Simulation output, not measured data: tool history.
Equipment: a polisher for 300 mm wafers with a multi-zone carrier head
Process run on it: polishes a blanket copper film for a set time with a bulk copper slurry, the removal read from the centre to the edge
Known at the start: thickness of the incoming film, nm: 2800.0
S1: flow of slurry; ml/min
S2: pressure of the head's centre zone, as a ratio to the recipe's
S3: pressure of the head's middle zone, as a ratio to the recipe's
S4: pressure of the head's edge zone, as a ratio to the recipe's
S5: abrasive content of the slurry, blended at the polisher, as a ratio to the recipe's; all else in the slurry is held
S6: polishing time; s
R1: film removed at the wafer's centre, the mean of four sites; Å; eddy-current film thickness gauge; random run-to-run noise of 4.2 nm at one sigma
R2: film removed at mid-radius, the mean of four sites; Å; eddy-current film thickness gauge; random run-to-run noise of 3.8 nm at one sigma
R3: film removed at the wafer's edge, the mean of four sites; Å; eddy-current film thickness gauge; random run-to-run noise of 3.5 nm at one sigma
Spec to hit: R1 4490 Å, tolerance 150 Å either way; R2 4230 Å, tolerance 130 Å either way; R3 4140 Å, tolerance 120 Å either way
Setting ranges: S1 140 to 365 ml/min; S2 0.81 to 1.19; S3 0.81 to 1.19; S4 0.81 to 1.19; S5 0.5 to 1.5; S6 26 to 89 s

{"run": 1, "day": 0.0, "S1": 235, "S2": 1, "S3": 1, "S4": 1, "S5": 1, "S6": 57, "R1": 6372.3, "R2": 6282.8, "R3": 6264.6}
{"run": 2, "day": 0.062, "S1": 235, "S2": 0.96, "S3": 1, "S4": 1, "S5": 1, "S6": 57, "R1": 6017.9, "R2": 6330.1, "R3": 6281.4}
{"run": 3, "day": 0.262, "S1": 270, "S2": 0.96, "S3": 1, "S4": 1, "S5": 1, "S6": 57, "R1": 6188.8, "R2": 6407.5, "R3": 6381}
{"run": 4, "day": 0.479, "S1": 290, "S2": 0.96, "S3": 1, "S4": 1, "S5": 1, "S6": 57, "R1": 6256.4, "R2": 6451.7, "R3": 6443.2}
{"run": 5, "day": 0.708, "S1": 290, "S2": 0.96, "S3": 1, "S4": 1, "S5": 0.9, "S6": 57, "R1": 6125.6, "R2": 6255.8, "R3": 6209.8}
{"run": 6, "day": 0.858, "S1": 290, "S2": 0.96, "S3": 1, "S4": 1, "S5": 0.9, "S6": 67, "R1": 7038.5, "R2": 7455.9, "R3": 7332.9}
{"run": 7, "day": 0.912, "S1": 285, "S2": 0.96, "S3": 0.99, "S4": 0.98, "S5": 0.85, "S6": 65, "R1": 6829, "R2": 6942.6, "R3": 6922.2}
{"run": 8, "day": 1.067, "S1": 280, "S2": 0.95, "S3": 0.99, "S4": 0.96, "S5": 0.8, "S6": 63, "R1": 6411.4, "R2": 6730.7, "R3": 6456.6}
{"run": 9, "day": 1.121, "S1": 275, "S2": 0.95, "S3": 0.97, "S4": 0.95, "S5": 0.75, "S6": 61, "R1": 6127, "R2": 6282.3, "R3": 6252.7}
{"run": 10, "day": 1.488, "S1": 275, "S2": 0.95, "S3": 0.97, "S4": 0.94, "S5": 0.7, "S6": 59, "R1": 5736.7, "R2": 5944.3, "R3": 5857.6}
{"run": 11, "day": 1.817, "S1": 275, "S2": 0.96, "S3": 0.97, "S4": 0.93, "S5": 0.7, "S6": 58, "R1": 5713.2, "R2": 5916.2, "R3": 5762.8}
{"run": 12, "day": 2.033, "S1": 275, "S2": 0.97, "S3": 0.96, "S4": 0.92, "S5": 0.7, "S6": 56, "R1": 5738.1, "R2": 5627.3, "R3": 5535.3}
{"run": 13, "day": 2.317, "S1": 275, "S2": 0.97, "S3": 0.95, "S4": 0.91, "S5": 0.7, "S6": 55, "R1": 5606.7, "R2": 5508.6, "R3": 5391.8}
{"run": 14, "day": 2.346, "S1": 275, "S2": 0.97, "S3": 0.94, "S4": 0.9, "S5": 0.7, "S6": 54, "R1": 5435.5, "R2": 5353.7, "R3": 5265.4}
{"run": 15, "day": 2.6, "S1": 275, "S2": 0.97, "S3": 0.93, "S4": 0.89, "S5": 0.7, "S6": 53, "R1": 5369.9, "R2": 5095.9, "R3": 5094.3}
{"run": 16, "day": 2.638, "S1": 275, "S2": 0.97, "S3": 0.93, "S4": 0.88, "S5": 0.7, "S6": 52, "R1": 5233.9, "R2": 5071.8, "R3": 5038.4}
{"run": 17, "day": 2.85, "S1": 275, "S2": 0.97, "S3": 0.93, "S4": 0.87, "S5": 0.7, "S6": 51, "R1": 5070.9, "R2": 5030.8, "R3": 4888.5}
{"run": 18, "day": 3.0, "S1": 275, "S2": 0.97, "S3": 0.93, "S4": 0.86, "S5": 0.7, "S6": 50, "R1": 4950.3, "R2": 4913.1, "R3": 4819.1}
{"run": 19, "day": 3.192, "S1": 275, "S2": 0.97, "S3": 0.93, "S4": 0.85, "S5": 0.7, "S6": 50, "R1": 5031.7, "R2": 4819.8, "R3": 4763.8}
{"run": 20, "day": 3.433, "S1": 275, "S2": 0.97, "S3": 0.93, "S4": 0.85, "S5": 0.7, "S6": 50, "R1": 5026.4, "R2": 4884.2, "R3": 4687.1}
{"run": 21, "day": 3.638, "S1": 275, "S2": 0.97, "S3": 0.93, "S4": 0.85, "S5": 0.7, "S6": 50, "R1": 5039.9, "R2": 4947, "R3": 4784}
{"run": 22, "day": 3.908, "S1": 265, "S2": 0.98, "S3": 0.91, "S4": 0.83, "S5": 0.6, "S6": 48, "R1": 4668.5, "R2": 4401.7, "R3": 4329.1}
{"run": 23, "day": 3.946, "S1": 260, "S2": 0.98, "S3": 0.91, "S4": 0.83, "S5": 0.6, "S6": 48, "R1": 4620.4, "R2": 4377.3, "R3": 4297.4}
{"run": 24, "day": 4.079, "S1": 255, "S2": 0.98, "S3": 0.91, "S4": 0.83, "S5": 0.6, "S6": 48, "R1": 4632.1, "R2": 4321.6, "R3": 4396.4}

4 candidate next runs follow, results not yet known. Just one meets every target within its allowed miss. Identify it.
{"run": "A", "day": 4.212, "S1": 285, "S2": 0.95, "S3": 0.93, "S4": 0.84, "S5": 0.65, "S6": 44, "R1": "?", "R2": "?", "R3": "?"}
{"run": "B", "day": 4.212, "S1": 180, "S2": 1, "S3": 0.87, "S4": 0.87, "S5": 0.7, "S6": 49, "R1": "?", "R2": "?", "R3": "?"}
{"run": "C", "day": 4.212, "S1": 290, "S2": 0.97, "S3": 0.9, "S4": 0.81, "S5": 0.7, "S6": 44, "R1": "?", "R2": "?", "R3": "?"}
{"run": "D", "day": 4.212, "S1": 230, "S2": 0.99, "S3": 0.91, "S4": 0.82, "S5": 0.6, "S6": 50, "R1": "?", "R2": "?", "R3": "?"}

move=A R1=4308.6 R2=4307.4 R3=4120.5
move=B R1=4820.1 R2=4359.9 R3=4547.6
move=C R1=4491.4 R2=4278.3 R3=4141
move=D R1=4866.9 R2=4596 R3=4458.8
A: meets the target for the result that was furthest off, but another lies outside its allowed miss
B: the biggest miss grows against the last run
C: all results in spec
D: the biggest miss grows against the last run
So the answer is move C, the one that meets all the targets.

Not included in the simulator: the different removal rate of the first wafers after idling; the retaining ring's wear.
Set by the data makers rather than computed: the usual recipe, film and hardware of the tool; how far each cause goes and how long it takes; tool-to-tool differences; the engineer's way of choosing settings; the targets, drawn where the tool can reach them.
